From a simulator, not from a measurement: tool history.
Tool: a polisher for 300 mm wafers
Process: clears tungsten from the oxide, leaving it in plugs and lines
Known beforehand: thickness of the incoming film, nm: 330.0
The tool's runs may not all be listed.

run  hour  flow of slurry (ml/min)  pressure of the wafer on the pad (kPa)  speed of the pad under the wafer (cm/s)  abrasive content of the slurry  overpolish time after the end point (s)  time until the end point was called (s)
  1     0                      195                                    17.2                                      104                               1                                       37                                   120.01
  2   4.8                      195                                    17.2                                      104                               1                                       40                                   119.38
  3   7.9                      195                                    17.9                                      104                               1                                       40                                   113.38
  4    16                      195                                    18.6                                      104                               1                                       40                                      113
  5  23.1                      195                                    18.6                                      104                               1                                       40                                   111.13
  6  26.2                      195                                    19.3                                      104                               1                                       40                                   110.32

What does the tool deliver on the next run?
  7  27.7                      195                                      20                                      106                               1                                       40                                        ?

Run 7 measured time until the end point was called (s) 102.38.
